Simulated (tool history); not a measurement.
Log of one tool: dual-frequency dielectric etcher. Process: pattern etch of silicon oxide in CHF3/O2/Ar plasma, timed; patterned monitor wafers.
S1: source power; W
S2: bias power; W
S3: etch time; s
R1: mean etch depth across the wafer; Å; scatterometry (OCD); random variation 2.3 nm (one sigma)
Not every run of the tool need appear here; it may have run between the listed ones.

run	day	S1	S2	S3	R1
1	0	560	175	310.5	5198.1
2	0.288	540	172	309	5099.9
3	0.542	540	172	281.5	4636.2
4	0.767	540	172	310.5	5153.6
5	1.108	540	200	310.5	5287.8
6	1.275	520	196	308.5	5104.8

Predict the results of run 7:
7	1.558	500	194	308	?

Logged for run 7: R1 5106 Å.
